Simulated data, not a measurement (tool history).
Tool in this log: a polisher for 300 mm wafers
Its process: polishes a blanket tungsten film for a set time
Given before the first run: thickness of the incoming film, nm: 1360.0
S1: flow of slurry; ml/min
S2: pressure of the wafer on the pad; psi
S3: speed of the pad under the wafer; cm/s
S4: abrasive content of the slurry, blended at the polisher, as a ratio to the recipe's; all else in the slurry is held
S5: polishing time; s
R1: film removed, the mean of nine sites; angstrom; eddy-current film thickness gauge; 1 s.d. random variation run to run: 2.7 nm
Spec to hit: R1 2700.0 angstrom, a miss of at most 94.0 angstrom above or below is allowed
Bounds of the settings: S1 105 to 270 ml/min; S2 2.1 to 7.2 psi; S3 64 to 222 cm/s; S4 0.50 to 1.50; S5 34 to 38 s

run,hour,S1,S2,S3,S4,S5,R1
1,0.0,175,4.6,142,1.00,38,3319.2
2,2.3,205,4.6,142,1.00,38,3394.6
3,6.8,205,4.4,142,1.00,38,3260.0
4,13.5,205,4.4,142,1.00,34,2896.8
5,20.6,205,4.4,170,1.00,34,3340.3
6,24.2,205,4.3,170,1.00,34,3197.2
7,27.0,205,4.2,170,1.00,34,3220.9
8,34.0,205,4.1,170,1.00,34,3145.4
9,41.0,205,4.0,170,1.00,34,3077.8
10,42.8,205,3.9,170,1.00,34,3019.9
11,43.6,205,3.9,170,1.00,34,2953.1
12,48.5,205,3.8,170,1.00,34,2948.3
13,50.6,205,3.7,170,1.00,34,2887.9
14,57.8,205,3.6,170,1.00,34,2813.5

Which of these 5 next moves meets every target?
A,65.0,245,3.0,166,1.05,34,?
B,65.0,190,3.2,156,1.00,35,?
C,65.0,205,3.6,166,0.90,37,?
D,65.0,225,3.6,162,0.95,34,?
E,65.0,260,3.4,202,0.50,38,?

move,R1
A,2448.1
B,2440.7
C,2921.7
D,2692.9
E,3011.6
A: pushes the last run's worst result past its target
B: pushes the last run's worst result past its target
C: lands further from the targets than the last run did
D: meets every target
E: lands further from the targets than the last run did
D is the move that brings every result within its allowed miss.
